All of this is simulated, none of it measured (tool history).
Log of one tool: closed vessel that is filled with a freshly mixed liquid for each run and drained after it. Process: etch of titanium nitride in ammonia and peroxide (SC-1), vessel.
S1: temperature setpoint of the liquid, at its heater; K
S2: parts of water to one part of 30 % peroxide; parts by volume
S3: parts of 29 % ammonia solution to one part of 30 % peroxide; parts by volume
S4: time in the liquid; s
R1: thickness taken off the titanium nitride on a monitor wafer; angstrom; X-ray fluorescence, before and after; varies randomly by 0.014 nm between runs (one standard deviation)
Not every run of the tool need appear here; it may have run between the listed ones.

{"run": 1, "hour": 0.0, "S1": 333.15, "S2": 24.5, "S3": 1, "S4": 30, "R1": 29.527}
{"run": 2, "hour": 4.2, "S1": 331.65, "S2": 24.5, "S3": 1, "S4": 30, "R1": 26.349}
{"run": 3, "hour": 12.5, "S1": 330.65, "S2": 24.5, "S3": 1, "S4": 30, "R1": 24.865}
{"run": 4, "hour": 21.2, "S1": 330.65, "S2": 24.5, "S3": 1, "S4": 30, "R1": 25.01}
{"run": 5, "hour": 28.7, "S1": 330.65, "S2": 24.5, "S3": 0.85, "S4": 30, "R1": 24.298}
{"run": 6, "hour": 29.3, "S1": 330.65, "S2": 24.5, "S3": 0.85, "S4": 30, "R1": 24.129}
{"run": 7, "hour": 31.0, "S1": 330.15, "S2": 24.5, "S3": 0.85, "S4": 30, "R1": 23.36}
{"run": 8, "hour": 39.2, "S1": 329.65, "S2": 24.5, "S3": 0.85, "S4": 30, "R1": 22.413}
{"run": 9, "hour": 45.9, "S1": 329.15, "S2": 24.5, "S3": 0.85, "S4": 30, "R1": 21.967}

What will run 10 give?
{"run": 10, "hour": 47.8, "S1": 328.65, "S2": 24.5, "S3": 0.85, "S4": 30, "R1": "?"}

R1: 20.89 angstrom

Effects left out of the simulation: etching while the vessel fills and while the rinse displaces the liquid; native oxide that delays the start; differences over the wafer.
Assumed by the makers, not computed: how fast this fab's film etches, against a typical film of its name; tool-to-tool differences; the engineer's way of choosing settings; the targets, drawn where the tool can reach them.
